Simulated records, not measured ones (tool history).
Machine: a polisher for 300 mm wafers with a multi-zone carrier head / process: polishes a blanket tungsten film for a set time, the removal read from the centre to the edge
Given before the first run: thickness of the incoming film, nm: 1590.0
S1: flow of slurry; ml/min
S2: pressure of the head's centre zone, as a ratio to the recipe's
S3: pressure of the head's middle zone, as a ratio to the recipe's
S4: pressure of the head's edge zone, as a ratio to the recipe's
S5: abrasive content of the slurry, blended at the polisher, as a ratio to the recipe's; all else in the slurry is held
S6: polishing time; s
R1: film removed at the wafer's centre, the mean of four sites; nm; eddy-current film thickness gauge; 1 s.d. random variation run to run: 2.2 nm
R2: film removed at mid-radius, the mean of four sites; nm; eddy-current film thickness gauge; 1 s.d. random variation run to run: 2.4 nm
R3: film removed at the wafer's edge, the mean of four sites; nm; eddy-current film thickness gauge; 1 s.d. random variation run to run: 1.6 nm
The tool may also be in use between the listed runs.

run    day   S1    S2    S3    S4    S5  S6      R1      R2      R3
  1      0  210     1     1     1     1  58  332.41  331.28  340.25
  2  0.321  205  0.99  0.98  0.96  0.85  56  298.42  307.41  303.45
  3  0.375  195  0.99  0.94  0.94  0.75  55  283.96  269.55  281.74
  4  0.571  195  0.99  0.94  0.98  0.75  55  284.56  275.51  290.28
  5  0.917  195  0.91  0.94  0.98  0.75  55  262.59  274.97  290.13
  6  0.971  230  0.91  0.94  0.98  0.75  55  267.64  272.31   296.4
  7  1.112  215  0.91  0.92  0.94   0.7  55  262.08  268.32  284.75
  8  1.367  200  0.91   0.9  0.91  0.65  54  249.36  250.18  267.02

Run 9, settings as shown, results not yet in. Your forecast:
  9  1.662  190  0.91  0.89  0.88  0.6  54   ?   ?   ?

R1: 240.38 nm
R2: 238.81 nm
R3: 251.5 nm
